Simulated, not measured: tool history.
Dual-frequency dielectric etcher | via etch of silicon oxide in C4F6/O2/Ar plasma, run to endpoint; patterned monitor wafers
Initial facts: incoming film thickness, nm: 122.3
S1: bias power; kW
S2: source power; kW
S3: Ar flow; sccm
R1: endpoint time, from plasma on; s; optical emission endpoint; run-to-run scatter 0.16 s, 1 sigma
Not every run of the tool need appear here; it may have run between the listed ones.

run 1 hour=0.0 | S1=0.480 S2=0.240 S3=236 | R1=31.067
run 2 hour=5.4 | S1=0.487 S2=0.240 S3=236 | R1=30.993
run 3 hour=8.0 | S1=0.487 S2=0.240 S3=254 | R1=31.379
run 4 hour=15.6 | S1=0.495 S2=0.240 S3=254 | R1=31.355
run 5 hour=18.4 | S1=0.495 S2=0.220 S3=254 | R1=32.405
run 6 hour=27.1 | S1=0.495 S2=0.220 S3=289 | R1=33.163
run 7 hour=36.1 | S1=0.510 S2=0.220 S3=288 | R1=32.588
run 8 hour=41.3 | S1=0.522 S2=0.220 S3=287 | R1=32.009
run 9 hour=46.8 | S1=0.531 S2=0.220 S3=287 | R1=32.281
run 10 hour=48.4 | S1=0.543 S2=0.220 S3=286 | R1=31.499

Estimate the outcome of run 11 from the log above:
run 11 hour=54.2 | S1=0.551 S2=0.220 S3=286 | R1=?

Run 11 measured R1 31.535 s.
